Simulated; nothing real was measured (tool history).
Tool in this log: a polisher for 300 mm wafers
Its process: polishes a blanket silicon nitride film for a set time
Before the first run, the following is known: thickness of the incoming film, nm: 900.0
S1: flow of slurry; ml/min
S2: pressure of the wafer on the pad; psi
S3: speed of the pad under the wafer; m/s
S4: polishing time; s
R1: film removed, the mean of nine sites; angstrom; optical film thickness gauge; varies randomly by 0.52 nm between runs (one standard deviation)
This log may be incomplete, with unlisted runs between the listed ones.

Run 1, day 0: S1 155 ml/min, S2 3.4 psi, S3 0.84 m/s, S4 47 s. Result: R1 628.51 angstrom.
Run 2, day 0.308: S1 165 ml/min, S2 3.6 psi, S3 0.84 m/s, S4 47 s. Result: R1 670.21 angstrom.
Run 3, day 0.629: S1 165 ml/min, S2 3.6 psi, S3 1.04 m/s, S4 47 s. Result: R1 793.82 angstrom.
Run 4, day 0.912: S1 165 ml/min, S2 3.6 psi, S3 1.04 m/s, S4 47 s. Result: R1 794 angstrom.
Run 5, day 0.996: S1 170 ml/min, S2 3.6 psi, S3 1.04 m/s, S4 47 s. Result: R1 796.67 angstrom.
Run 6, day 1.233: S1 170 ml/min, S2 4.2 psi, S3 1.04 m/s, S4 47 s. Result: R1 938.36 angstrom.

Estimate the outcome of run 7 from the log above:
Run 7, day 1.35: S1 165 ml/min, S2 4.1 psi, S3 1.04 m/s, S4 47 s. Result: R1 ?.

R1: 901.61 angstrom
